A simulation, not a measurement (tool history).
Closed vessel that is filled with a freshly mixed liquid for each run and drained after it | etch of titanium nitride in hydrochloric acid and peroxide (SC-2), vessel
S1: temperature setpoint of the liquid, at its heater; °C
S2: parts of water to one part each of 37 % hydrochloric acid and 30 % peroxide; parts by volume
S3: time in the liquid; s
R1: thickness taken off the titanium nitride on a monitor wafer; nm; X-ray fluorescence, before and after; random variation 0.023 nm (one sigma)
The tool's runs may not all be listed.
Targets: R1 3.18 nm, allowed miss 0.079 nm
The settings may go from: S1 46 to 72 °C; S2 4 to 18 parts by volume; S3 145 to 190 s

{"run": 1, "day": 0.0, "S1": 62, "S2": 10, "S3": 190, "R1": 5.4233}
{"run": 2, "day": 0.312, "S1": 65.5, "S2": 10, "S3": 190, "R1": 6.8057}
{"run": 3, "day": 0.592, "S1": 62, "S2": 10, "S3": 190, "R1": 5.3672}
{"run": 4, "day": 0.629, "S1": 62, "S2": 7.5, "S3": 190, "R1": 6.8179}
{"run": 5, "day": 0.933, "S1": 58.5, "S2": 7.5, "S3": 190, "R1": 5.5215}
{"run": 6, "day": 1.133, "S1": 56, "S2": 7.5, "S3": 190, "R1": 4.7122}
{"run": 7, "day": 1.296, "S1": 54, "S2": 7.5, "S3": 190, "R1": 4.1183}
{"day": 1.612, "done": "thermometer replaced"}
{"run": 8, "day": 1.612, "S1": 53, "S2": 7.5, "S3": 190, "R1": 4.3527}
{"run": 9, "day": 1.896, "S1": 53, "S2": 7.5, "S3": 190, "R1": 4.3754}
{"run": 10, "day": 1.929, "S1": 47, "S2": 7.5, "S3": 190, "R1": 2.8993}

Which of these 5 next moves meets every target?
{"run": "A", "day": 1.962, "S1": 49.5, "S2": 8, "S3": 160, "R1": "?"}
{"run": "B", "day": 1.962, "S1": 46.5, "S2": 6.5, "S3": 190, "R1": "?"}
{"run": "C", "day": 1.962, "S1": 46, "S2": 5.5, "S3": 160, "R1": "?"}
{"run": "D", "day": 1.962, "S1": 47.5, "S2": 7.5, "S3": 175, "R1": "?"}
{"run": "E", "day": 1.962, "S1": 50.5, "S2": 8.5, "S3": 160, "R1": "?"}

move=A R1=2.7355
move=B R1=3.1209
move=C R1=2.8787
move=D R1=2.7528
move=E R1=2.7848
A: further off than the last run
B: meets every target
C: further off than the last run
D: further off than the last run
E: further off than the last run
Move B is the one to make.
